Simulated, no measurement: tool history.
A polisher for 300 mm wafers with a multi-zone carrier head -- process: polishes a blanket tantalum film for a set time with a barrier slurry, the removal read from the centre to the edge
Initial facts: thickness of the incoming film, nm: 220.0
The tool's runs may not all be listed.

run	hour	flow of slurry (ml/min)	pressure of the head's centre zone	pressure of the head's middle zone	pressure of the head's edge zone	abrasive content of the slurry	polishing time (s)	film removed at the wafer's centre (Å)	film removed at mid-radius (Å)	film removed at the wafer's edge (Å)
1	0.0	245	1.00	1.00	1.00	1.00	37	711.78	705.82	715.59
2	5.0	255	1.03	1.03	1.03	1.15	38	782.97	763.58	773.75
3	5.6	260	1.05	1.06	1.05	1.25	39	824.21	819.95	808.05
4	11.3	260	1.05	0.98	1.05	1.25	39	834.79	779.86	805.87
5	14.7	260	1.05	0.98	1.01	1.25	39	819.21	773.62	802.21
6	16.8	265	1.06	1.01	1.02	1.30	40	859.88	806.48	830.38

Expected results for the next run?
7	24.1	270	1.07	1.05	1.05	1.35	41	?	?	?

film removed at the wafer's centre (Å): 888.23
film removed at mid-radius (Å): 890.21
film removed at the wafer's edge (Å): 856.89
